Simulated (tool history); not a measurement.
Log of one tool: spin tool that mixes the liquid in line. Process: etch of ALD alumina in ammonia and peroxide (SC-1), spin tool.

run	hour	temperature setpoint of the liquid (C)	parts of 29 % ammonia solution to one part of 30 % peroxide (parts by volume)	time under the liquid (s)	thickness taken off the ALD alumina on a monitor wafer (Å)
1	0	53	0.85	155	159.53
2	1.5	47.5	0.85	155	116.47
3	8.3	50	0.85	155	135.32
4	14.6	50	0.85	155	134.63
5	19.9	52.5	0.85	155	156.84
6	23.6	54.5	0.85	155	174.73
7	28.3	56	0.85	155	185.28

Run 8 is up next; what results do you expect?
8	37.1	57	0.85	155	?

thickness taken off the ALD alumina on a monitor wafer (Å): 196.02

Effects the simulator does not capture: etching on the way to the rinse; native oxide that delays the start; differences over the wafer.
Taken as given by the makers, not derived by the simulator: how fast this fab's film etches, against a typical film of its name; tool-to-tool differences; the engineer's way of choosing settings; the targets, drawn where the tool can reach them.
